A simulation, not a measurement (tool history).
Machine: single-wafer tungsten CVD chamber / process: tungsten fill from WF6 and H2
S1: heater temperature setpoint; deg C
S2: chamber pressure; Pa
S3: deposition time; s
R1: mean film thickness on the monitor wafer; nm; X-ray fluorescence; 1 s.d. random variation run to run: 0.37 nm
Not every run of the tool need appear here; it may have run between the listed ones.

{"run": 1, "hour": 0.0, "S1": 385, "S2": 4826, "S3": 23.0, "R1": 53.467}
{"run": 2, "hour": 3.9, "S1": 385, "S2": 4333, "S3": 23.0, "R1": 51.438}
{"run": 3, "hour": 5.3, "S1": 388, "S2": 4346, "S3": 23.0, "R1": 54.31}
{"run": 4, "hour": 13.1, "S1": 388, "S2": 4346, "S3": 23.0, "R1": 54.041}
{"run": 5, "hour": 15.6, "S1": 391, "S2": 4360, "S3": 23.0, "R1": 57.138}
{"run": 6, "hour": 19.0, "S1": 393, "S2": 4373, "S3": 23.0, "R1": 59.088}
{"run": 7, "hour": 26.3, "S1": 395, "S2": 4386, "S3": 23.0, "R1": 61.018}
{"run": 8, "hour": 32.1, "S1": 397, "S2": 4400, "S3": 23.0, "R1": 63.111}
{"run": 9, "hour": 38.2, "S1": 398, "S2": 4400, "S3": 23.0, "R1": 64.473}

Forecast run 10:
{"run": 10, "hour": 39.7, "S1": 399, "S2": 4400, "S3": 23.0, "R1": "?"}

{"run 10": {"R1": 65.061}}
